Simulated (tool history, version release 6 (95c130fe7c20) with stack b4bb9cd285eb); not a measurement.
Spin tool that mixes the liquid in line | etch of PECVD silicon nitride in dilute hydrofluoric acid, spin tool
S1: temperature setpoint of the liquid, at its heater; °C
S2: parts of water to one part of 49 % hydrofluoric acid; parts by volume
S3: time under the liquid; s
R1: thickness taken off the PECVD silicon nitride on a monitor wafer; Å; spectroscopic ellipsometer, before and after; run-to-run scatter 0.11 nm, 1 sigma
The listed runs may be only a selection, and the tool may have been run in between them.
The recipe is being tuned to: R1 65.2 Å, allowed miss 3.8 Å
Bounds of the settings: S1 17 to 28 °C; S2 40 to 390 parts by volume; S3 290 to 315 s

{"run": 1, "hour": 0.0, "S1": 20, "S2": 215, "S3": 290, "R1": 37.989}
{"run": 2, "hour": 2.9, "S1": 20, "S2": 140, "S3": 290, "R1": 58.001}
{"run": 3, "hour": 3.6, "S1": 20.5, "S2": 140, "S3": 290, "R1": 60.236}
{"run": 4, "hour": 5.7, "S1": 23, "S2": 140, "S3": 290, "R1": 68.703}
{"run": 5, "hour": 14.4, "S1": 23, "S2": 200, "S3": 290, "R1": 48.504}
{"run": 6, "hour": 19.9, "S1": 24, "S2": 195, "S3": 290, "R1": 56.056}
{"run": 7, "hour": 22.2, "S1": 24.5, "S2": 195, "S3": 290, "R1": 55.826}
{"run": 8, "hour": 28.7, "S1": 25, "S2": 195, "S3": 290, "R1": 56.919}
{"run": 9, "hour": 36.4, "S1": 25.5, "S2": 195, "S3": 290, "R1": 57.584}
{"run": 10, "hour": 43.5, "S1": 26, "S2": 195, "S3": 290, "R1": 61.77}

4 candidate next runs follow, results not yet known. Just one meets every target within its allowed miss. Identify it.
{"run": "A", "hour": 50.6, "S1": 23.5, "S2": 170, "S3": 310, "R1": "?"}
{"run": "B", "hour": 50.6, "S1": 23.5, "S2": 195, "S3": 315, "R1": "?"}
{"run": "C", "hour": 50.6, "S1": 25.5, "S2": 220, "S3": 305, "R1": "?"}
{"run": "D", "hour": 50.6, "S1": 25, "S2": 200, "S3": 290, "R1": "?"}

move=A R1=64.755
move=B R1=57.46
move=C R1=55.96
move=D R1=56.716
A: all results in spec
B: misses by more than the last run did
C: misses by more than the last run did
D: misses by more than the last run did
Go with A: it meets all targets.
